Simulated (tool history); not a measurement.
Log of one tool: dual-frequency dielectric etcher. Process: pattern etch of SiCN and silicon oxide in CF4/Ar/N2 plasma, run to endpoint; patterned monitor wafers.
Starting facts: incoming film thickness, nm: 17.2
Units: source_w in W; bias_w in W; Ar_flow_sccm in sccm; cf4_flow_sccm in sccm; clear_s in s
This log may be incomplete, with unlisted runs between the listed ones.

{"run": 1, "hour": 0.0, "source_w": 320, "bias_w": 88, "Ar_flow_sccm": 76, "cf4_flow_sccm": 65, "clear_s": 24.954}
{"run": 2, "hour": 2.1, "source_w": 320, "bias_w": 79, "Ar_flow_sccm": 76, "cf4_flow_sccm": 65, "clear_s": 26.553}
{"run": 3, "hour": 3.0, "source_w": 310, "bias_w": 79, "Ar_flow_sccm": 76, "cf4_flow_sccm": 65, "clear_s": 27.602}
{"run": 4, "hour": 10.0, "source_w": 310, "bias_w": 79, "Ar_flow_sccm": 76, "cf4_flow_sccm": 61, "clear_s": 27.241}
{"run": 5, "hour": 16.7, "source_w": 310, "bias_w": 95, "Ar_flow_sccm": 76, "cf4_flow_sccm": 61, "clear_s": 24.882}
{"run": 6, "hour": 25.6, "source_w": 290, "bias_w": 94, "Ar_flow_sccm": 76, "cf4_flow_sccm": 61, "clear_s": 26.635}
{"run": 7, "hour": 31.3, "source_w": 280, "bias_w": 94, "Ar_flow_sccm": 76, "cf4_flow_sccm": 61, "clear_s": 27.511}

Estimate the outcome of run 8 from the log above:
{"run": 8, "hour": 39.2, "source_w": 270, "bias_w": 94, "Ar_flow_sccm": 76, "cf4_flow_sccm": 61, "clear_s": "?"}

Run 8 measured clear_s 27.819 s.
